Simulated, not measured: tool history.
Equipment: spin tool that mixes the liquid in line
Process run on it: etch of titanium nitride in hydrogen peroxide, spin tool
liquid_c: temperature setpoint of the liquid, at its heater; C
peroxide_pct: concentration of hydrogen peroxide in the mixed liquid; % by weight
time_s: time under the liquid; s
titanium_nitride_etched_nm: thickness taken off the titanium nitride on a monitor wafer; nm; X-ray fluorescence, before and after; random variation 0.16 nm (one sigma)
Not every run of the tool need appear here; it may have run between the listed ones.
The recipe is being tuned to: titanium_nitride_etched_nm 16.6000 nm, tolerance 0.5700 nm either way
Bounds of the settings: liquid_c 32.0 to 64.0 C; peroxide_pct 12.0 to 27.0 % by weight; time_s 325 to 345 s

run	hour	liquid_c	peroxide_pct	time_s	titanium_nitride_etched_nm
1	0.0	48.0	18.0	325	7.3341
2	8.1	51.0	18.0	325	9.2838
3	12.7	51.0	21.0	325	9.3724
4	20.9	51.0	21.0	345	10.0360
5	29.2	52.5	21.0	345	11.2660
6	36.3	54.0	21.0	345	12.5080
7	42.5	55.0	21.0	345	13.5270
8	44.1	55.5	21.0	345	13.9720
9	44.8	55.5	21.0	345	14.0030
10	53.5	56.0	21.0	345	14.5260
11	60.5	56.5	21.0	345	14.7950
12	66.8	57.0	21.0	345	15.2480
# hour 72.1: heated supply line repaired
13	72.1	57.5	21.0	345	19.4190
14	76.7	57.0	21.0	345	18.7900
15	82.3	56.5	21.0	345	18.1480
16	88.2	56.0	21.0	345	17.3690

Of the 5 settings listed for the next run, only one would bring every result within its allowed miss of target. Which one?
A	94.1	56.5	19.5	325	?
B	94.1	57.0	20.0	345	?
C	94.1	56.5	24.0	345	?
D	94.1	55.0	22.0	325	?
E	94.1	58.0	18.0	335	?

move	titanium_nitride_etched_nm
A	16.6000
B	18.3420
C	18.4290
D	15.3440
E	18.6580
A: in spec on every target
B: further off than the last run
C: further off than the last run
D: carries the result that was furthest off beyond its target, to the other side
E: further off than the last run
Go with A: it meets all targets.
